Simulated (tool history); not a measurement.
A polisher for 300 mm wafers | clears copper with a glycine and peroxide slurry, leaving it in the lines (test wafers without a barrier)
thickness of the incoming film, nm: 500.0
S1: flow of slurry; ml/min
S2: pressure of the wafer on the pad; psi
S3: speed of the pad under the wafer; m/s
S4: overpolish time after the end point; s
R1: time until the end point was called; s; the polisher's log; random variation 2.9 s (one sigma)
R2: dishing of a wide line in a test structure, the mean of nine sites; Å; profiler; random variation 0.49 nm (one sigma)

run 1 hour=0.0 | S1=265 S2=2.1 S3=1.18 S4=16 | R1=106.290 R2=505.25
run 2 hour=7.3 | S1=265 S2=2.1 S3=1.42 S4=16 | R1=90.260 R2=546.77
run 3 hour=12.5 | S1=290 S2=2.1 S3=1.42 S4=16 | R1=89.114 R2=568.47
run 4 hour=20.5 | S1=290 S2=2.1 S3=1.28 S4=16 | R1=98.058 R2=526.41
run 5 hour=27.6 | S1=285 S2=1.9 S3=1.20 S4=14 | R1=109.050 R2=449.53
run 6 hour=32.5 | S1=285 S2=1.9 S3=1.40 S4=14 | R1=97.970 R2=492.11
run 7 hour=34.7 | S1=260 S2=1.8 S3=1.24 S4=12 | R1=112.650 R2=359.12
run 8 hour=41.0 | S1=245 S2=1.6 S3=1.20 S4=12 | R1=125.180 R2=331.24
run 9 hour=44.4 | S1=240 S2=1.0 S3=0.98 S4=8 | R1=197.860 R2=151.33
run 10 hour=51.1 | S1=240 S2=1.1 S3=0.98 S4=9 | R1=183.380 R2=176.57

The next listed run, before its measurement:
run 11 hour=59.0 | S1=240 S2=1.2 S3=0.98 S4=9 | R1=? R2=?

{"run 11": {"R1": 171.74, "R2": 191.95}}
